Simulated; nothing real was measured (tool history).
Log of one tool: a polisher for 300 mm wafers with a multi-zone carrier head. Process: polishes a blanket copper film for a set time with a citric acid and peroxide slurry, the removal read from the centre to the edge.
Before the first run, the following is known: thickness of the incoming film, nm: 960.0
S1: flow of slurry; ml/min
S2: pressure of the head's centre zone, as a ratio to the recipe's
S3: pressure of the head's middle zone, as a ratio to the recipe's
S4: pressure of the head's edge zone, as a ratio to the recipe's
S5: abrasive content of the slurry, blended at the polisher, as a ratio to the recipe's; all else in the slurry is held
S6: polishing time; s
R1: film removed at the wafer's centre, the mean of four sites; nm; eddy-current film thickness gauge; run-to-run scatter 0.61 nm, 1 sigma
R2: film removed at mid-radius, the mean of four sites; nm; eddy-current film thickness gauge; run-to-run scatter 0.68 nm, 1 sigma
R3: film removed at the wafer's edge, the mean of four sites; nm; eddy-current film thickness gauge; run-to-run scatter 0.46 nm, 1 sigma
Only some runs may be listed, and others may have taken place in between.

run	day	S1	S2	S3	S4	S5	S6	R1	R2	R3
1	0.000	195	1.00	1.00	1.00	1.00	48	126.690	124.490	119.540
2	0.021	195	1.00	1.00	1.00	1.10	48	128.690	129.710	121.640
3	0.167	195	1.00	1.00	1.00	1.10	55	147.610	145.050	139.510
4	0.396	185	0.98	0.96	0.96	0.90	46	118.390	113.220	109.330
5	0.600	175	0.94	0.92	0.94	0.80	40	93.641	93.305	91.061
6	0.900	165	0.93	0.89	0.92	0.70	37	82.584	82.087	83.342
7	1.033	165	0.94	0.88	0.90	0.65	35	77.168	74.881	74.748
8	1.088	155	0.93	0.86	0.88	0.60	35	76.085	71.237	74.182

Estimate the outcome of run 9 from the log above:
9	1.325	155	0.92	0.86	0.87	0.55	34	?	?	?

R1: 72.144 nm
R2: 68.167 nm
R3: 69.172 nm
